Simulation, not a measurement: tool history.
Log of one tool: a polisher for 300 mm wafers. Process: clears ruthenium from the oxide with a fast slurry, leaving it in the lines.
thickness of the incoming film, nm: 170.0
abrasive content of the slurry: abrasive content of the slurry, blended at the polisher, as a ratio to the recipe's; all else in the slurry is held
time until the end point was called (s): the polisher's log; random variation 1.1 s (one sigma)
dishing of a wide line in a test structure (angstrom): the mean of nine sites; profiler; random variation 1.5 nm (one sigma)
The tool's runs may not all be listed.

run	hour	flow of slurry (ml/min)	pressure of the wafer on the pad (psi)	speed of the pad under the wafer (m/s)	abrasive content of the slurry	overpolish time after the end point (s)	time until the end point was called (s)	dishing of a wide line in a test structure (angstrom)
1	0.0	175	3.1	0.90	1.0	18	42.687	565.30
2	1.4	175	2.8	0.90	1.0	18	46.488	503.12
3	9.4	140	2.8	0.90	1.0	18	47.753	478.96
4	15.4	140	2.7	0.90	1.0	20	48.311	515.21
5	21.9	165	2.7	0.90	1.0	20	47.978	557.28
6	23.5	165	2.7	0.90	1.0	16	46.436	440.04
7	24.5	165	2.6	0.88	1.0	18	51.677	470.49

Forecast run 8:
8	26.6	165	2.5	0.88	1.0	19	?	?

time until the end point was called (s): 54.672
dishing of a wide line in a test structure (angstrom): 486.50
